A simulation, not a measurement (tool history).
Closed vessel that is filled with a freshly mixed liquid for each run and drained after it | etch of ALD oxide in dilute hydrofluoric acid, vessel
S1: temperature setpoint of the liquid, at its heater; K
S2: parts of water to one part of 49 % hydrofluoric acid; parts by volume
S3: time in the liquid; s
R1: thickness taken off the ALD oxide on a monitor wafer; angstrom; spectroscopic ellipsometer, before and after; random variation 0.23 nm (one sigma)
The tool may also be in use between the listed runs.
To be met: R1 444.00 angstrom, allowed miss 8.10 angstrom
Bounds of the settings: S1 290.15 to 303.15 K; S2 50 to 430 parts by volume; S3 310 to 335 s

{"run": 1, "hour": 0.0, "S1": 295.15, "S2": 240, "S3": 310, "R1": 146.82}
{"run": 2, "hour": 6.6, "S1": 295.15, "S2": 240, "S3": 310, "R1": 146.5}
{"run": 3, "hour": 15.4, "S1": 296.65, "S2": 215, "S3": 310, "R1": 177.59}
{"run": 4, "hour": 22.5, "S1": 297.65, "S2": 195, "S3": 310, "R1": 208.9}
{"run": 5, "hour": 24.5, "S1": 298.65, "S2": 180, "S3": 310, "R1": 236.11}
{"run": 6, "hour": 30.3, "S1": 298.65, "S2": 210, "S3": 310, "R1": 198.37}
{"run": 7, "hour": 33.0, "S1": 299.15, "S2": 190, "S3": 310, "R1": 226.63}
{"run": 8, "hour": 33.9, "S1": 299.65, "S2": 175, "S3": 310, "R1": 257.71}
{"run": 9, "hour": 42.6, "S1": 299.65, "S2": 175, "S3": 310, "R1": 256.14}
{"run": 10, "hour": 50.0, "S1": 303.15, "S2": 80, "S3": 310, "R1": 720.28}
{"run": 11, "hour": 54.0, "S1": 301.65, "S2": 80, "S3": 310, "R1": 684.44}
{"run": 12, "hour": 59.8, "S1": 301.65, "S2": 80, "S3": 310, "R1": 685.62}
{"run": 13, "hour": 66.9, "S1": 299.65, "S2": 80, "S3": 310, "R1": 637.5}
{"run": 14, "hour": 68.0, "S1": 298.15, "S2": 80, "S3": 310, "R1": 602.1}
{"hour": 73.8, "done": "thermometer replaced"}
{"run": 15, "hour": 73.8, "S1": 296.65, "S2": 80, "S3": 310, "R1": 539.73}
{"run": 16, "hour": 77.5, "S1": 295.65, "S2": 80, "S3": 310, "R1": 510.93}
{"run": 17, "hour": 84.0, "S1": 295.65, "S2": 80, "S3": 310, "R1": 517.77}
{"run": 18, "hour": 87.8, "S1": 295.15, "S2": 80, "S3": 310, "R1": 511.0}
{"run": 19, "hour": 94.5, "S1": 294.65, "S2": 80, "S3": 310, "R1": 491.95}

Which of these 5 next moves meets every target?
{"run": "A", "hour": 101.2, "S1": 296.15, "S2": 75, "S3": 315, "R1": "?"}
{"run": "B", "hour": 101.2, "S1": 295.65, "S2": 80, "S3": 315, "R1": "?"}
{"run": "C", "hour": 101.2, "S1": 294.65, "S2": 75, "S3": 335, "R1": "?"}
{"run": "D", "hour": 101.2, "S1": 294.15, "S2": 85, "S3": 330, "R1": "?"}
{"run": "E", "hour": 101.2, "S1": 290.15, "S2": 80, "S3": 335, "R1": "?"}

move=A R1=569.02
move=B R1=519.48
move=C R1=569.08
move=D R1=478.84
move=E R1=439.22
A: further off than the last run
B: further off than the last run
C: further off than the last run
D: nearer than the last run, and not there yet
E: meets every target
Move E is the one to make.
